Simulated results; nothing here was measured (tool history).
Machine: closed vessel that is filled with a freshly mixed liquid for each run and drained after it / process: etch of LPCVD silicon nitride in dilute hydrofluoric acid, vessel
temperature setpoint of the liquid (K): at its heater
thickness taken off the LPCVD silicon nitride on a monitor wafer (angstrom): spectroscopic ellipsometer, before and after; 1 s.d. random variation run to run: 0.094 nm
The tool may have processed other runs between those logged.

run,hour,temperature setpoint of the liquid (K),parts of water to one part of 49 % hydrofluoric acid (parts by volume),time in the liquid (s),thickness taken off the LPCVD silicon nitride on a monitor wafer (angstrom)
1,0.0,293.15,70,3135,201.38
2,3.4,292.65,75,3135,183.78
3,8.5,292.65,65,3135,210.94
4,16.6,292.65,65,3135,208.10
5,19.2,292.15,70,3135,189.03
6,27.3,292.15,75,3135,176.39
7,35.6,292.15,80,3135,165.04

What will run 8 give?
8,38.1,291.15,90,3135,?

{"run 8": {"thickness taken off the LPCVD silicon nitride on a monitor wafer (angstrom)": 136.94}}

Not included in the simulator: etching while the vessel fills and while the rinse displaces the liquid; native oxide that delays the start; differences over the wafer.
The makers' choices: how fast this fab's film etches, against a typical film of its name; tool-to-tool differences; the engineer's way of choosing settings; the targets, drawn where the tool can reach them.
